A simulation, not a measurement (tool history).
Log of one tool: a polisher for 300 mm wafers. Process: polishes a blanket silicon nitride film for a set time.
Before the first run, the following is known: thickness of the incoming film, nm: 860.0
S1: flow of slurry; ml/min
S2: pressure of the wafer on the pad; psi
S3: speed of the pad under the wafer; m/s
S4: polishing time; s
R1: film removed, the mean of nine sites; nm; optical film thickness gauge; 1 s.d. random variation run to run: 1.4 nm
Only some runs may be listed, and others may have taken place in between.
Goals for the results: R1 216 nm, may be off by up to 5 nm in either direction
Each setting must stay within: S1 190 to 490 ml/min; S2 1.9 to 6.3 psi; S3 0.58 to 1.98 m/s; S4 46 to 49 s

{"run": 1, "day": 0.0, "S1": 315, "S2": 4.1, "S3": 1.28, "S4": 46, "R1": 109.12}
{"run": 2, "day": 0.321, "S1": 315, "S2": 4.5, "S3": 1.32, "S4": 46, "R1": 122.61}
{"run": 3, "day": 0.508, "S1": 315, "S2": 4.5, "S3": 1.5, "S4": 46, "R1": 135.44}
{"run": 4, "day": 0.696, "S1": 315, "S2": 4.8, "S3": 1.52, "S4": 46, "R1": 143.81}
{"run": 5, "day": 0.767, "S1": 315, "S2": 5, "S3": 1.54, "S4": 46, "R1": 152.58}
{"run": 6, "day": 0.996, "S1": 270, "S2": 5, "S3": 1.54, "S4": 46, "R1": 149.62}
{"run": 7, "day": 1.354, "S1": 285, "S2": 5.2, "S3": 1.56, "S4": 46, "R1": 157.69}
{"run": 8, "day": 1.646, "S1": 300, "S2": 5.4, "S3": 1.58, "S4": 46, "R1": 166.69}
{"run": 9, "day": 1.967, "S1": 305, "S2": 5.5, "S3": 1.6, "S4": 46, "R1": 174.45}
{"run": 10, "day": 2.317, "S1": 340, "S2": 6.3, "S3": 1.6, "S4": 46, "R1": 200.97}
{"run": 11, "day": 2.575, "S1": 340, "S2": 6.3, "S3": 1.62, "S4": 46, "R1": 203.15}
{"run": 12, "day": 2.6, "S1": 340, "S2": 6.3, "S3": 1.64, "S4": 46, "R1": 203.11}
{"run": 13, "day": 2.779, "S1": 340, "S2": 6.3, "S3": 1.66, "S4": 46, "R1": 201.73}
{"run": 14, "day": 3.054, "S1": 340, "S2": 6.3, "S3": 1.68, "S4": 46, "R1": 204.76}

Of the 4 settings listed for the next run, only one would bring every result within its allowed miss of target. Which one?
{"run": "A", "day": 3.329, "S1": 275, "S2": 6, "S3": 1.7, "S4": 49, "R1": "?"}
{"run": "B", "day": 3.329, "S1": 295, "S2": 6.3, "S3": 1.68, "S4": 49, "R1": "?"}
{"run": "C", "day": 3.329, "S1": 335, "S2": 6.3, "S3": 1.66, "S4": 46, "R1": "?"}
{"run": "D", "day": 3.329, "S1": 325, "S2": 5.8, "S3": 1.64, "S4": 46, "R1": "?"}

move=A R1=207.22
move=B R1=217.01
move=C R1=204.29
move=D R1=186.16
A: better than the last run, though not everything is in spec
B: in spec on every target
C: as far off as the last run
D: misses by more than the last run did
The right move is B.

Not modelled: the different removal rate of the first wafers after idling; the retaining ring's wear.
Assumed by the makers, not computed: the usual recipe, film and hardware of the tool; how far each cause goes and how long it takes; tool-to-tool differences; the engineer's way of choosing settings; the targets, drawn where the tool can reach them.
